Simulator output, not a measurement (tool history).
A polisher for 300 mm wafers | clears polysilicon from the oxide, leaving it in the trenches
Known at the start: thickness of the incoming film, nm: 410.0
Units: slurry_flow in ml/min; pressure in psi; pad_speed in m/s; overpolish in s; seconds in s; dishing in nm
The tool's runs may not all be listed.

run	day	slurry_flow	pressure	pad_speed	overpolish	seconds	dishing
1	0	210	2.5	1.2	8	34.299	43.725
2	0.367	210	3	1.2	8	29.135	44.875
3	0.458	210	3	1.02	8	33.941	43.903
4	0.504	210	3	1.02	5	33.694	34.306
5	0.725	180	3	1.02	5	34.523	36.512
6	0.821	180	3	1.24	5	28.221	38.282
7	1.054	175	2.7	1.24	5	31.559	36.313
8	1.238	175	2.5	1.24	6	34.449	40.629
9	1.438	170	2.3	1.24	6	37.928	37.051
10	1.546	165	2.2	1.24	7	39.049	39.858

Forecast run 11:
11	1.888	165	2.1	1.24	7	?	?

{"run 11": {"seconds": 41.553, "dishing": 39.241}}

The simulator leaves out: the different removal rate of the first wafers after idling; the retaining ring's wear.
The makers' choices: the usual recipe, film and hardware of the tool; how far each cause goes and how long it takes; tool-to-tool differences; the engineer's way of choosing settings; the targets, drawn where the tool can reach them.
